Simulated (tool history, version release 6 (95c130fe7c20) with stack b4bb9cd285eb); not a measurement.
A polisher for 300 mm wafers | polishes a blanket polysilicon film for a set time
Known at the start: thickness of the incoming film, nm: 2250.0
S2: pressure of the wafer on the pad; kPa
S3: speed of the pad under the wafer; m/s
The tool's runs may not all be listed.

run 1 day=0.000 | flow_of_slurry_(ml/min)=260 S2=19.3 S3=0.86 polishing_time_(s)=45 | film_removed_(nm)=334.22
run 2 day=0.271 | flow_of_slurry_(ml/min)=260 S2=19.3 S3=0.86 polishing_time_(s)=41 | film_removed_(nm)=306.42
run 3 day=0.588 | flow_of_slurry_(ml/min)=260 S2=19.3 S3=0.72 polishing_time_(s)=41 | film_removed_(nm)=267.55
run 4 day=0.875 | flow_of_slurry_(ml/min)=260 S2=24.1 S3=0.72 polishing_time_(s)=41 | film_removed_(nm)=320.45
run 5 day=1.208 | flow_of_slurry_(ml/min)=260 S2=24.1 S3=0.72 polishing_time_(s)=45 | film_removed_(nm)=348.79
run 6 day=1.429 | flow_of_slurry_(ml/min)=285 S2=24.1 S3=0.72 polishing_time_(s)=45 | film_removed_(nm)=353.71
run 7 day=1.800 | flow_of_slurry_(ml/min)=270 S2=22.1 S3=0.72 polishing_time_(s)=45 | film_removed_(nm)=328.84
run 8 day=1.946 | flow_of_slurry_(ml/min)=255 S2=20.0 S3=0.72 polishing_time_(s)=45 | film_removed_(nm)=300.75
run 9 day=2.200 | flow_of_slurry_(ml/min)=255 S2=17.9 S3=0.72 polishing_time_(s)=45 | film_removed_(nm)=277.61
run 10 day=2.562 | flow_of_slurry_(ml/min)=250 S2=16.5 S3=0.72 polishing_time_(s)=45 | film_removed_(nm)=263.49
run 11 day=2.767 | flow_of_slurry_(ml/min)=250 S2=15.2 S3=0.72 polishing_time_(s)=45 | film_removed_(nm)=247.32
run 12 day=2.862 | flow_of_slurry_(ml/min)=250 S2=14.5 S3=0.72 polishing_time_(s)=45 | film_removed_(nm)=237.14

The next listed run, before its measurement:
run 13 day=3.238 | flow_of_slurry_(ml/min)=250 S2=13.8 S3=0.72 polishing_time_(s)=45 | film_removed_(nm)=?

{"run 13": {"film removed (nm)": 231.79}}
